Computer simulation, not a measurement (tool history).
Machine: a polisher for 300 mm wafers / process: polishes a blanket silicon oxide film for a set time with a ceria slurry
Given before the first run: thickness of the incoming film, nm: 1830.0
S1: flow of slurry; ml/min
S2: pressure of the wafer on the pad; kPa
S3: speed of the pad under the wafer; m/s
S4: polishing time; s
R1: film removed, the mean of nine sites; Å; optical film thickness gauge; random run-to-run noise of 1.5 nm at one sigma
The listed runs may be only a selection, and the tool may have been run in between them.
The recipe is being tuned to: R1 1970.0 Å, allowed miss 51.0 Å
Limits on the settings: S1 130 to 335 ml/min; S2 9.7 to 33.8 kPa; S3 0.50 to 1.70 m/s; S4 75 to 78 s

{"run": 1, "hour": 0.0, "S1": 215, "S2": 21.4, "S3": 1.1, "S4": 75, "R1": 3012.7}
{"run": 2, "hour": 9.0, "S1": 215, "S2": 21.4, "S3": 1.1, "S4": 78, "R1": 3183.0}
{"run": 3, "hour": 16.3, "S1": 215, "S2": 21.4, "S3": 1.1, "S4": 78, "R1": 3150.5}
{"run": 4, "hour": 18.3, "S1": 190, "S2": 21.4, "S3": 1.1, "S4": 78, "R1": 3136.5}
{"run": 5, "hour": 19.2, "S1": 190, "S2": 21.4, "S3": 1.1, "S4": 78, "R1": 3080.5}
{"run": 6, "hour": 27.9, "S1": 190, "S2": 21.4, "S3": 1.26, "S4": 78, "R1": 3587.0}
{"run": 7, "hour": 33.7, "S1": 185, "S2": 17.9, "S3": 1.26, "S4": 78, "R1": 2978.9}
{"run": 8, "hour": 36.0, "S1": 180, "S2": 15.9, "S3": 1.26, "S4": 78, "R1": 2648.8}
{"run": 9, "hour": 42.8, "S1": 160, "S2": 9.7, "S3": 1.26, "S4": 78, "R1": 1646.1}
{"run": 10, "hour": 45.9, "S1": 190, "S2": 9.7, "S3": 1.26, "S4": 78, "R1": 1661.2}
{"run": 11, "hour": 54.9, "S1": 195, "S2": 13.8, "S3": 1.26, "S4": 78, "R1": 2363.4}
{"run": 12, "hour": 57.8, "S1": 180, "S2": 13.8, "S3": 1.26, "S4": 78, "R1": 2308.4}
{"run": 13, "hour": 66.1, "S1": 175, "S2": 13.1, "S3": 1.26, "S4": 78, "R1": 2170.9}
{"run": 14, "hour": 68.4, "S1": 170, "S2": 12.4, "S3": 1.26, "S4": 78, "R1": 2069.2}
{"run": 15, "hour": 77.0, "S1": 170, "S2": 12.4, "S3": 1.26, "S4": 78, "R1": 2080.8}

Exactly one of the 4 candidate moves below puts every result within its allowed miss. Which one?
{"run": "A", "hour": 85.6, "S1": 170, "S2": 11.7, "S3": 1.2, "S4": 78, "R1": "?"}
{"run": "B", "hour": 85.6, "S1": 210, "S2": 12.4, "S3": 1.22, "S4": 78, "R1": "?"}
{"run": "C", "hour": 85.6, "S1": 205, "S2": 11.0, "S3": 1.34, "S4": 77, "R1": "?"}
{"run": "D", "hour": 85.6, "S1": 225, "S2": 13.8, "S3": 1.1, "S4": 78, "R1": "?"}

move=A R1=1881.1
move=B R1=2078.7
move=C R1=2005.0
move=D R1=2095.7
A: moves the result that the last run missed by most past its target, out the other side
B: about the same distance from the targets as the last run
C: meets every target
D: further off than the last run
Answer: C
